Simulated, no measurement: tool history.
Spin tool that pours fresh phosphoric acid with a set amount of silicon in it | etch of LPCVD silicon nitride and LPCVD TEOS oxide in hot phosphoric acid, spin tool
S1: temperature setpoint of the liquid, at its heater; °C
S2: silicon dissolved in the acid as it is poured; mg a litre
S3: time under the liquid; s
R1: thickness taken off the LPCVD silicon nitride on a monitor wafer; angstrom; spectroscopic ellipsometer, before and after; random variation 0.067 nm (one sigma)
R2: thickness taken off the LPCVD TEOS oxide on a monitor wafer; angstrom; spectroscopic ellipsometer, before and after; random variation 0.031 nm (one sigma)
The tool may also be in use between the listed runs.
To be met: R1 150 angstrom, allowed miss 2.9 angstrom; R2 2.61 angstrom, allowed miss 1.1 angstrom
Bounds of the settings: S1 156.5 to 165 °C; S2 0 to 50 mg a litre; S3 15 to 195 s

run 1 hour=0 | S1=160 S2=23.5 S3=100 | R1=82.447 R2=1.5921
run 2 hour=2.7 | S1=161.5 S2=26 S3=115 | R1=99.679 R2=1.5903
run 3 hour=5.3 | S1=160 S2=26 S3=115 | R1=95.431 R2=1.7677
run 4 hour=6.9 | S1=161.5 S2=24 S3=125 | R1=108.73 R2=2.6355
run 5 hour=15.2 | S1=161.5 S2=24 S3=160 | R1=138.63 R2=2.8626
run 6 hour=21 | S1=162 S2=26 S3=160 | R1=141.77 R2=2.8443
run 7 hour=24.7 | S1=162 S2=26 S3=160 | R1=141.12 R2=3.0115
run 8 hour=31.7 | S1=162.5 S2=28.5 S3=160 | R1=143.65 R2=3.1539
run 9 hour=32.6 | S1=162.5 S2=33 S3=160 | R1=143.23 R2=2.2926
run 10 hour=39.8 | S1=163 S2=33 S3=160 | R1=145.63 R2=2.2119

Which of these 4 next moves meets every target?
run A hour=47 | S1=162 S2=44 S3=155 | R1=? R2=?
run B hour=47 | S1=162 S2=31 S3=170 | R1=? R2=?
run C hour=47 | S1=163 S2=39.5 S3=155 | R1=? R2=?
run D hour=47 | S1=162 S2=40 S3=160 | R1=? R2=?

move=A R1=136.33 R2=1.0342
move=B R1=149.52 R2=2.4747
move=C R1=140.93 R2=1.568
move=D R1=140.72 R2=1.4557
A: further off than the last run
B: meets every target
C: further off than the last run
D: further off than the last run
Move B is the one to make.
